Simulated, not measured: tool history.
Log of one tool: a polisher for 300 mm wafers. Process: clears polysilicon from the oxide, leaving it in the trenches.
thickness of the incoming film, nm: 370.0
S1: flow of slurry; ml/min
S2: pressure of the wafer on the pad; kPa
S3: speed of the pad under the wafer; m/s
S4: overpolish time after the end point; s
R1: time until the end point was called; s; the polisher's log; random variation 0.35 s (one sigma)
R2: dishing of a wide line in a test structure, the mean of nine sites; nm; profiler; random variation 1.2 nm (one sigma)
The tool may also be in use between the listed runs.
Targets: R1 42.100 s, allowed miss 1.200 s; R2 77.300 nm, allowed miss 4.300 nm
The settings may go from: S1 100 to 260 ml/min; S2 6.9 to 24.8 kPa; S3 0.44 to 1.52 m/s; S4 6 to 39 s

run	hour	S1	S2	S3	S4	R1	R2
1	0.0	165	15.9	0.98	20	26.466	76.240
2	0.6	165	15.9	1.16	20	22.270	79.871
3	7.7	160	13.1	1.14	22	26.988	77.433
4	9.5	160	13.1	1.14	31	27.705	78.302
5	16.2	155	11.7	1.14	33	30.470	81.205
6	21.6	155	10.3	1.14	31	34.674	81.114
7	23.8	145	8.3	1.12	22	43.891	73.321
8	25.1	150	8.3	1.12	29	43.783	75.888

4 next moves are on the table. One of them brings every result within its allowed miss. Which?
A	26.4	125	10.3	0.90	22	?	?
B	26.4	165	8.3	1.14	34	?	?
C	26.4	145	6.9	1.28	36	?	?
D	26.4	135	7.6	1.20	35	?	?

move	R1	R2
A	44.860	72.245
B	41.538	79.667
C	44.932	79.483
D	44.500	79.316
A: further off than the last run
B: meets every target
C: further off than the last run
D: further off than the last run
Answer: B
